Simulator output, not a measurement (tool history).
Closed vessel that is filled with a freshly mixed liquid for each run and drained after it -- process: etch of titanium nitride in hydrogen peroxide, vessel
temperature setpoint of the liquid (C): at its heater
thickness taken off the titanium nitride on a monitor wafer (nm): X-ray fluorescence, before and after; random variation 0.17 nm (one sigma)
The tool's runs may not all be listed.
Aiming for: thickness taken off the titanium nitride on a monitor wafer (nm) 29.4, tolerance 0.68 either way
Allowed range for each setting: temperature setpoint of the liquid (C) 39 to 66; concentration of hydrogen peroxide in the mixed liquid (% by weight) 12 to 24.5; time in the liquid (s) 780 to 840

run	hour	temperature setpoint of the liquid (C)	concentration of hydrogen peroxide in the mixed liquid (% by weight)	time in the liquid (s)	thickness taken off the titanium nitride on a monitor wafer (nm)
1	0	55	16.5	780	61.482
2	4.5	52	16.5	780	50.278
3	10	49.5	16.5	780	41.667
4	13.1	49.5	19.5	780	42.951
# hour 21.1: new drum of peroxide connected
5	21.1	47.5	19.5	780	38.321
6	22.3	46	19.5	780	33.832
7	25.6	45.5	19.5	780	32.798
8	28	45	19.5	780	31.775
9	32.5	44.5	19.5	780	30.034

Pick the move, out of 5, that brings all results within their allowed miss; only one does.
A	37	44.5	19.5	790	?
B	37	44	18	840	?
C	37	45	14.5	815	?
D	37	43.5	20	815	?
E	37	44	19.5	840	?

move	thickness taken off the titanium nitride on a monitor wafer (nm)
A	30.786
B	30.998
C	30.962
D	29.626
E	31.532
A: misses by more than the last run did
B: misses by more than the last run did
C: misses by more than the last run did
D: all results in spec
E: misses by more than the last run did
Answer: D
